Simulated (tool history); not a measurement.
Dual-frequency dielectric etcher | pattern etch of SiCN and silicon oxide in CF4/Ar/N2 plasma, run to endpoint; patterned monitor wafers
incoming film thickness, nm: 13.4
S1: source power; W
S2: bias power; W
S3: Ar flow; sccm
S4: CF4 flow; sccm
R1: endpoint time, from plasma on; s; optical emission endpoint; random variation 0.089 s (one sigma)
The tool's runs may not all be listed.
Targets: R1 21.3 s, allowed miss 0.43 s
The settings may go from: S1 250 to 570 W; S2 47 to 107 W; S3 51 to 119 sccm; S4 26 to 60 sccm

run 1 day=0 | S1=410 S2=77 S3=85 S4=43 | R1=15.528
run 2 day=0.25 | S1=410 S2=77 S3=85 S4=50 | R1=15.011
run 3 day=0.396 | S1=380 S2=76 S3=85 S4=50 | R1=16.475
run 4 day=0.567 | S1=410 S2=76 S3=85 S4=50 | R1=15.117
run 5 day=0.625 | S1=380 S2=76 S3=85 S4=50 | R1=16.419
run 6 day=0.908 | S1=380 S2=76 S3=85 S4=57 | R1=16.064
run 7 day=1.283 | S1=360 S2=76 S3=85 S4=57 | R1=17.028
run 8 day=1.562 | S1=340 S2=76 S3=85 S4=57 | R1=18.081
-- day=1.7 Ar flow controller replaced
run 9 day=1.7 | S1=330 S2=76 S3=85 S4=57 | R1=18.749
run 10 day=1.979 | S1=270 S2=75 S3=85 S4=57 | R1=23.189
run 11 day=2.004 | S1=280 S2=75 S3=85 S4=57 | R1=22.17

5 next moves are on the table. One of them brings every result within its allowed miss. Which?
run A day=2.029 | S1=280 S2=70 S3=83 S4=54 | R1=?
run B day=2.029 | S1=320 S2=47 S3=63 S4=55 | R1=?
run C day=2.029 | S1=280 S2=83 S3=92 S4=45 | R1=?
run D day=2.029 | S1=300 S2=69 S3=82 S4=60 | R1=?
run E day=2.029 | S1=300 S2=73 S3=76 S4=60 | R1=?

move=A R1=23.009
move=B R1=21.999
move=C R1=22.379
move=D R1=21.237
move=E R1=20.55
A: further off than the last run
B: nearer than the last run, and not there yet
C: further off than the last run
D: meets every target
E: takes the result that was furthest off past its target
The right move is D.
